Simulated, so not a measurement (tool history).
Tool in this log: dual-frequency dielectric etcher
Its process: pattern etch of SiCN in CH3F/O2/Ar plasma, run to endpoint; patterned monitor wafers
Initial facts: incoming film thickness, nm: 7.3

{"run": 1, "hour": 0.0, "source power (W)": 400, "bias power (W)": 86, "endpoint time (s)": 17.119}
{"run": 2, "hour": 7.8, "source power (W)": 380, "bias power (W)": 85, "endpoint time (s)": 17.606}
{"run": 3, "hour": 14.0, "source power (W)": 380, "bias power (W)": 91, "endpoint time (s)": 17.363}
{"run": 4, "hour": 16.7, "source power (W)": 380, "bias power (W)": 103, "endpoint time (s)": 16.802}
{"run": 5, "hour": 20.6, "source power (W)": 450, "bias power (W)": 103, "endpoint time (s)": 15.414}
{"run": 6, "hour": 24.0, "source power (W)": 410, "bias power (W)": 101, "endpoint time (s)": 16.127}

Forecast run 7:
{"run": 7, "hour": 27.9, "source power (W)": 380, "bias power (W)": 100, "endpoint time (s)": "?"}

Run 7 produced endpoint time (s) 16.944.

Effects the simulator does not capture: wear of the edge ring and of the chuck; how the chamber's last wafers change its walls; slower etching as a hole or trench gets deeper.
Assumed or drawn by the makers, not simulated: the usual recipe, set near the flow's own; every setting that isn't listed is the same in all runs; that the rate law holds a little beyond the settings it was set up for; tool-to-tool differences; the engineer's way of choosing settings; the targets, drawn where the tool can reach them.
